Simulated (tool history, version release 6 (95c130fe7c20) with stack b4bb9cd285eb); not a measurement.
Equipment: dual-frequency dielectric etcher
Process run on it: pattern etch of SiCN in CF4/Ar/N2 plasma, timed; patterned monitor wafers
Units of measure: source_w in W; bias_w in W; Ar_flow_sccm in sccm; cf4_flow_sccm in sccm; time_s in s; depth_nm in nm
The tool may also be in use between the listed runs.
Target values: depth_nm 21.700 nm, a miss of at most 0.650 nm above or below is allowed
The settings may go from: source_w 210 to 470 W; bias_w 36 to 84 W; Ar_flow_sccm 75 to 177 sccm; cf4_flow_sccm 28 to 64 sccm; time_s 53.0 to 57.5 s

Run 1, day 0.000: source_w 340 W, bias_w 60 W, Ar_flow_sccm 126 sccm, cf4_flow_sccm 46 sccm, time_s 57.5 s. Result: depth_nm 35.302 nm.
Run 2, day 0.354: source_w 340 W, bias_w 60 W, Ar_flow_sccm 141 sccm, cf4_flow_sccm 46 sccm, time_s 57.5 s. Result: depth_nm 34.699 nm.
Run 3, day 0.412: source_w 320 W, bias_w 57 W, Ar_flow_sccm 144 sccm, cf4_flow_sccm 45 sccm, time_s 57.0 s. Result: depth_nm 30.979 nm.
Run 4, day 0.729: source_w 300 W, bias_w 56 W, Ar_flow_sccm 144 sccm, cf4_flow_sccm 45 sccm, time_s 57.0 s. Result: depth_nm 28.952 nm.
Run 5, day 1.017: source_w 300 W, bias_w 52 W, Ar_flow_sccm 144 sccm, cf4_flow_sccm 45 sccm, time_s 57.0 s. Result: depth_nm 28.301 nm.
Run 6, day 1.192: source_w 340 W, bias_w 52 W, Ar_flow_sccm 144 sccm, cf4_flow_sccm 45 sccm, time_s 57.0 s. Result: depth_nm 32.000 nm.
Run 7, day 1.512: source_w 320 W, bias_w 51 W, Ar_flow_sccm 144 sccm, cf4_flow_sccm 45 sccm, time_s 57.0 s. Result: depth_nm 30.154 nm.
Run 8, day 1.717: source_w 320 W, bias_w 51 W, Ar_flow_sccm 144 sccm, cf4_flow_sccm 45 sccm, time_s 57.0 s. Result: depth_nm 30.040 nm.
Run 9, day 1.983: source_w 300 W, bias_w 51 W, Ar_flow_sccm 144 sccm, cf4_flow_sccm 45 sccm, time_s 57.0 s. Result: depth_nm 27.955 nm.

Which of these 5 next moves meets every target?
Run A, day 2.250: source_w 260 W, bias_w 51 W, Ar_flow_sccm 154 sccm, cf4_flow_sccm 44 sccm, time_s 53.0 s. Result: depth_nm ?.
Run B, day 2.250: source_w 220 W, bias_w 64 W, Ar_flow_sccm 157 sccm, cf4_flow_sccm 34 sccm, time_s 53.0 s. Result: depth_nm ?.
Run C, day 2.250: source_w 270 W, bias_w 48 W, Ar_flow_sccm 133 sccm, cf4_flow_sccm 50 sccm, time_s 55.5 s. Result: depth_nm ?.
Run D, day 2.250: source_w 280 W, bias_w 49 W, Ar_flow_sccm 119 sccm, cf4_flow_sccm 43 sccm, time_s 53.0 s. Result: depth_nm ?.
Run E, day 2.250: source_w 270 W, bias_w 50 W, Ar_flow_sccm 140 sccm, cf4_flow_sccm 46 sccm, time_s 54.5 s. Result: depth_nm ?.

move  depth_nm
   A    21.822
   B    18.636
   C    24.594
   D    24.352
   E    23.849
A: meets every target
B: moves the result that the last run missed by most past its target, out the other side
C: nearer than the last run, and not there yet
D: nearer than the last run, and not there yet
E: nearer than the last run, and not there yet
Go with A: it meets all targets.
